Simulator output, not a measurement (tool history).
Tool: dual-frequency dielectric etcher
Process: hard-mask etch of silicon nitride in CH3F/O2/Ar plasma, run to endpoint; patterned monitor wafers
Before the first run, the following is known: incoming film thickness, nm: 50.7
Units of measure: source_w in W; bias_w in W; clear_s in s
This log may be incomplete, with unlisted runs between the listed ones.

Run 1, day 0: source_w 410 W, bias_w 60 W. Result: clear_s 80.444 s.
Run 2, day 0.138: source_w 350 W, bias_w 60 W. Result: clear_s 85.875 s.
Run 3, day 0.408: source_w 410 W, bias_w 60 W. Result: clear_s 79.201 s.
Run 4, day 0.492: source_w 420 W, bias_w 60 W. Result: clear_s 79.215 s.
At day 0.783: wet clean of the chamber.
Run 5, day 0.783: source_w 430 W, bias_w 61 W. Result: clear_s 82.005 s.
Run 6, day 0.917: source_w 470 W, bias_w 61 W. Result: clear_s 78.682 s.
Run 7, day 1.242: source_w 470 W, bias_w 61 W. Result: clear_s 77.544 s.

What does the tool deliver on the next run?
Run 8, day 1.517: source_w 480 W, bias_w 62 W. Result: clear_s ?.

{"run 8": {"clear_s": 75.84}}
